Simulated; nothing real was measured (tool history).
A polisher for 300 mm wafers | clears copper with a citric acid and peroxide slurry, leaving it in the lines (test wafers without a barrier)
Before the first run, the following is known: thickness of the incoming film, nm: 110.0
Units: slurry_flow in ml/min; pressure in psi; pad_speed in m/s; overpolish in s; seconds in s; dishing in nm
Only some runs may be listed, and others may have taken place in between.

run    day  slurry_flow  pressure  pad_speed  slurry_solids  overpolish  seconds  dishing
  1  0.000          320       2.2       0.90           1.00           9   57.558   11.581
  2  0.188          320       1.8       0.88           1.00          11   68.814   11.526
  3  0.292          320       1.6       0.86           1.00          12   81.697   11.516
  4  0.646          320       1.5       0.86           1.00          13   82.031   11.431
  5  0.754          320       1.9       0.86           1.00          13   68.113   14.067
  6  0.808          320       1.9       0.86           1.10          13   65.766   14.126

Estimate the outcome of run 7 from the log above:
  7  1.075          315       1.7       0.86           1.05          14        ?        ?

Run 7 yielded seconds 75.425 s, dishing 14.174 nm.
